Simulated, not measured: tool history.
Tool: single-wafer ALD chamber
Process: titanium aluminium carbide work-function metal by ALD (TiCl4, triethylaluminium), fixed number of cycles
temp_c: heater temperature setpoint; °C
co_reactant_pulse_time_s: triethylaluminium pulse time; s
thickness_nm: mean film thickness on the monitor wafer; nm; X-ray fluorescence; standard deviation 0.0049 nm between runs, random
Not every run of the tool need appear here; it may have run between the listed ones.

Run 1, hour 0.0: temp_c 295 °C, co_reactant_pulse_time_s 12.32 s. Result: thickness_nm 1.8356 nm.
Run 2, hour 0.7: temp_c 297 °C, co_reactant_pulse_time_s 12.55 s. Result: thickness_nm 1.8468 nm.
Run 3, hour 3.7: temp_c 299 °C, co_reactant_pulse_time_s 12.80 s. Result: thickness_nm 1.8765 nm.
Run 4, hour 5.3: temp_c 300 °C, co_reactant_pulse_time_s 12.95 s. Result: thickness_nm 1.8879 nm.
Run 5, hour 6.9: temp_c 301 °C, co_reactant_pulse_time_s 13.08 s. Result: thickness_nm 1.8969 nm.
Run 6, hour 11.8: temp_c 302 °C, co_reactant_pulse_time_s 13.20 s. Result: thickness_nm 1.8937 nm.
Run 7, hour 16.3: temp_c 303 °C, co_reactant_pulse_time_s 13.37 s. Result: thickness_nm 1.9246 nm.

Expected results for the next run?
Run 8, hour 22.9: temp_c 304 °C, co_reactant_pulse_time_s 13.45 s. Result: thickness_nm ?.

Run 8 produced thickness_nm 1.9202 nm.
